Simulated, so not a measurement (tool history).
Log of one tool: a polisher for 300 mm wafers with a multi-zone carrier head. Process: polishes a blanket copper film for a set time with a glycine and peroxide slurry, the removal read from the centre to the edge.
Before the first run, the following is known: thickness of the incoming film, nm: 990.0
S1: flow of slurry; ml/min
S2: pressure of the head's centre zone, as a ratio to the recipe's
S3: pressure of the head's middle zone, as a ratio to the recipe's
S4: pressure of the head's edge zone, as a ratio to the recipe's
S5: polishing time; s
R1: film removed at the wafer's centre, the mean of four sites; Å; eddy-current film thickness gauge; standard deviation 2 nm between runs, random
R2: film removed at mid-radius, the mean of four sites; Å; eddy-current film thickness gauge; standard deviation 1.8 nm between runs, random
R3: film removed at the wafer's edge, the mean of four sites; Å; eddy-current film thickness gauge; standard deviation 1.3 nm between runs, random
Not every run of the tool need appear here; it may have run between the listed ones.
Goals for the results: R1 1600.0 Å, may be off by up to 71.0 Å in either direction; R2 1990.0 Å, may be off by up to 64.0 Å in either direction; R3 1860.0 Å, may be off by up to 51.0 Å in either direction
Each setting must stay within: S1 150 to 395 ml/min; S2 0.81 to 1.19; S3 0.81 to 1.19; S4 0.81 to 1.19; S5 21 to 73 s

run 1 hour=0.0 | S1=250 S2=1.00 S3=1.00 S4=1.00 S5=47 | R1=2031.1 R2=2028.4 R3=2132.2
run 2 hour=7.5 | S1=250 S2=1.07 S3=1.00 S4=1.00 S5=47 | R1=2171.2 R2=2059.1 R3=2144.1
run 3 hour=12.3 | S1=250 S2=1.07 S3=1.00 S4=0.94 S5=47 | R1=2176.2 R2=2066.0 R3=2087.2
run 4 hour=19.7 | S1=250 S2=1.07 S3=1.00 S4=0.94 S5=39 | R1=1862.9 R2=1699.6 R3=1725.8
run 5 hour=22.6 | S1=255 S2=1.02 S3=1.05 S4=0.97 S5=39 | R1=1740.7 R2=1759.5 R3=1750.0
run 6 hour=29.7 | S1=255 S2=1.02 S3=1.05 S4=0.92 S5=39 | R1=1723.9 R2=1784.7 R3=1704.8
-- hour=35.8 edge zone pressure recalibrated
run 7 hour=35.8 | S1=265 S2=0.99 S3=1.08 S4=0.95 S5=39 | R1=1701.2 R2=1798.2 R3=1682.4
run 8 hour=38.7 | S1=265 S2=0.99 S3=1.08 S4=0.95 S5=39 | R1=1682.0 R2=1796.3 R3=1672.9
run 9 hour=45.9 | S1=250 S2=0.96 S3=1.10 S4=0.98 S5=40 | R1=1689.3 R2=1892.3 R3=1723.0

Next run, 5 choices. One meets every target within its allowed miss, the rest don't. Which?
run A hour=53.1 | S1=250 S2=0.93 S3=1.06 S4=1.06 S5=44 | R1=? R2=? R3=?
run B hour=53.1 | S1=245 S2=0.95 S3=1.09 S4=0.99 S5=43 | R1=? R2=? R3=?
run C hour=53.1 | S1=230 S2=0.87 S3=1.10 S4=0.99 S5=43 | R1=? R2=? R3=?
run D hour=53.1 | S1=180 S2=0.88 S3=1.06 S4=0.91 S5=49 | R1=? R2=? R3=?
run E hour=53.1 | S1=225 S2=0.94 S3=1.13 S4=1.01 S5=45 | R1=? R2=? R3=?

move=A R1=1771.1 R2=2012.4 R3=1981.3
move=B R1=1763.6 R2=1999.6 R3=1868.4
move=C R1=1598.6 R2=1995.8 R3=1856.1
move=D R1=1761.1 R2=2129.2 R3=1973.6
move=E R1=1802.7 R2=2120.6 R3=1956.0
A: takes the biggest miss from the last run beyond its target
B: puts the biggest miss on target and leaves a different result outside tolerance
C: meets every target
D: takes the biggest miss from the last run beyond its target
E: takes the biggest miss from the last run beyond its target
Correct choice: C, which meets every target
